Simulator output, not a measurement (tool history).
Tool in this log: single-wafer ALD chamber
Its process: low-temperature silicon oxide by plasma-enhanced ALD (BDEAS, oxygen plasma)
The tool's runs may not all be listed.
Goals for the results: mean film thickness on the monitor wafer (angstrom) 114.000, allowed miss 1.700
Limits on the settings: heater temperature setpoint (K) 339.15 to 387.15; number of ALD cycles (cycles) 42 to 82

| run | day | heater temperature setpoint (K) | number of ALD cycles (cycles) | mean film thickness on the monitor wafer (angstrom) |
|---|---|---|---|---|
| 1 | 0.000 | 363.15 | 62 | 86.230 |
| 2 | 0.300 | 358.15 | 66 | 94.188 |
| 3 | 0.521 | 354.15 | 68 | 97.254 |
| 4 | 0.800 | 354.15 | 75 | 108.830 |
| 5 | 0.971 | 354.15 | 82 | 117.470 |
| 6 | 1.200 | 346.15 | 82 | 122.010 |
| 7 | 1.546 | 346.15 | 82 | 121.870 |
| 8 | 1.625 | 350.15 | 82 | 120.830 |
| 9 | 1.738 | 353.15 | 82 | 119.380 |
| 10 | 2.067 | 356.15 | 82 | 117.410 |
| 11 | 2.258 | 358.15 | 82 | 116.000 |
| 12 | 2.600 | 359.15 | 82 | 115.850 |
| 13 | 2.971 | 360.15 | 82 | 115.760 |

4 candidate next runs follow, results not yet known. Just one meets every target within its allowed miss. Identify it.
| A | 3.342 | 358.15 | 82 | ? |
| B | 3.342 | 355.15 | 82 | ? |
| C | 3.342 | 349.15 | 81 | ? |
| D | 3.342 | 359.15 | 80 | ? |

| move | mean film thickness on the monitor wafer (angstrom) |
|---|---|
| A | 116.960 |
| B | 118.340 |
| C | 119.630 |
| D | 113.650 |
A: lands further from the targets than the last run did
B: lands further from the targets than the last run did
C: lands further from the targets than the last run did
D: every result lands within tolerance
The move that meets every target is D.
